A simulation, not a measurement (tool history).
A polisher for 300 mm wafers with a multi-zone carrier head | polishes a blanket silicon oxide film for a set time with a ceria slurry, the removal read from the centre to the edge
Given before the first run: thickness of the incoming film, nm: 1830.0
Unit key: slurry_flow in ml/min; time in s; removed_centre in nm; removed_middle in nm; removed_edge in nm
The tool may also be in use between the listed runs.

run,hour,slurry_flow,centre_zone,middle_zone,edge_zone,time,removed_centre,removed_middle,removed_edge
1,0.0,300,1.00,1.00,1.00,59,416.04,418.53,411.69
2,1.0,300,1.00,0.99,1.02,61,420.10,433.57,436.11
3,4.9,300,1.00,0.96,1.02,61,422.74,421.39,431.25
4,10.1,300,1.01,0.95,1.04,62,431.04,418.27,454.49
5,14.1,265,1.01,0.95,1.04,62,434.92,421.11,444.72
6,16.8,265,1.01,1.03,1.04,62,431.28,446.84,445.31

For run 7, what comes out?
7,25.0,270,1.02,1.03,1.06,63,?,?,?

removed_centre: 443.02 nm
removed_middle: 451.98 nm
removed_edge: 460.03 nm
